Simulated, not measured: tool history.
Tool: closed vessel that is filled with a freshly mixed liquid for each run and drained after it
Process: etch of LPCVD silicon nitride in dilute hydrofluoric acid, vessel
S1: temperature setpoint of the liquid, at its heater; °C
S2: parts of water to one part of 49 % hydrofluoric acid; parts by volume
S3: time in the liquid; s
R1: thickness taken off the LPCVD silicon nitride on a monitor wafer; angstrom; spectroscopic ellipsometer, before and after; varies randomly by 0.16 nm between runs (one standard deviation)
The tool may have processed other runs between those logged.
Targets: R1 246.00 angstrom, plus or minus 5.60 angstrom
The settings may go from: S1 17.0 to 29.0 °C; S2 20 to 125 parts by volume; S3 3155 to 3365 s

run  hour    S1  S2    S3      R1
  1   0.0  21.0  70  3155  189.05
  2   3.9  21.0  80  3155  164.06
  3  11.2  22.5  80  3155  182.41
  4  18.4  23.5  80  3155  194.12
  5  24.1  20.5  80  3155  159.24
  6  28.1  20.5  80  3155  158.75
  7  36.3  22.5  80  3155  182.68
  8  37.9  23.5  80  3155  194.80
  9  41.6  27.5  80  3155  254.19

Of the 5 settings listed for the next run, only one would bring every result within its allowed miss of target. Which one?
  A  45.3  29.0  100  3365   ?
  B  45.3  27.5   90  3250   ?
  C  45.3  27.0   85  3365   ?
  D  45.3  29.0  100  3295   ?
  E  45.3  28.5   85  3300   ?

move      R1
   A  238.29
   B  232.35
   C  246.56
   D  233.33
   E  266.32
A: the result that was furthest off in the last run now lies on the other side of its target
B: the result that was furthest off in the last run now lies on the other side of its target
C: in spec on every target
D: the result that was furthest off in the last run now lies on the other side of its target
E: moves away from the targets compared with the last run
Move C is the one to make.
